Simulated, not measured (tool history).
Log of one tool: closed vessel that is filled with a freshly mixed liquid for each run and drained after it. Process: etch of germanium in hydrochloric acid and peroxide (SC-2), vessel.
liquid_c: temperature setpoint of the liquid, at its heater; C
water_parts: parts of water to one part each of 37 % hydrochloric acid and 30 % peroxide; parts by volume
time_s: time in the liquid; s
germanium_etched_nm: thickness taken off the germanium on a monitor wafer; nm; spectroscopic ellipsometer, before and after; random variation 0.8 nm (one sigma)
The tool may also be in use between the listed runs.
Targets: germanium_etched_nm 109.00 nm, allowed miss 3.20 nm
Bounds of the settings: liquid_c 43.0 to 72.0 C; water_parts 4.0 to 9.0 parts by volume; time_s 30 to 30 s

run 1 hour=0.0 | liquid_c=59.0 water_parts=5.0 time_s=30 | germanium_etched_nm=133.23
run 2 hour=6.0 | liquid_c=58.0 water_parts=5.0 time_s=30 | germanium_etched_nm=128.56
run 3 hour=11.5 | liquid_c=58.0 water_parts=5.0 time_s=30 | germanium_etched_nm=127.14
run 4 hour=18.6 | liquid_c=57.5 water_parts=5.0 time_s=30 | germanium_etched_nm=126.91
run 5 hour=19.8 | liquid_c=57.0 water_parts=5.0 time_s=30 | germanium_etched_nm=125.12
run 6 hour=27.3 | liquid_c=56.5 water_parts=5.0 time_s=30 | germanium_etched_nm=122.49
run 7 hour=34.9 | liquid_c=56.0 water_parts=5.0 time_s=30 | germanium_etched_nm=121.82
run 8 hour=37.1 | liquid_c=55.5 water_parts=5.0 time_s=30 | germanium_etched_nm=119.50
run 9 hour=44.3 | liquid_c=55.0 water_parts=5.0 time_s=30 | germanium_etched_nm=117.19
run 10 hour=50.2 | liquid_c=54.5 water_parts=5.0 time_s=30 | germanium_etched_nm=115.43

Which of these 4 next moves meets every target?
run A hour=56.1 | liquid_c=55.5 water_parts=4.0 time_s=30 | germanium_etched_nm=?
run B hour=56.1 | liquid_c=52.5 water_parts=4.0 time_s=30 | germanium_etched_nm=?
run C hour=56.1 | liquid_c=55.0 water_parts=5.0 time_s=30 | germanium_etched_nm=?
run D hour=56.1 | liquid_c=50.5 water_parts=5.5 time_s=30 | germanium_etched_nm=?

move=A germanium_etched_nm=119.41
move=B germanium_etched_nm=108.66
move=C germanium_etched_nm=116.94
move=D germanium_etched_nm=101.14
A: further off than the last run
B: meets every target
C: further off than the last run
D: takes the result that was furthest off past its target
Move B is the one to make.
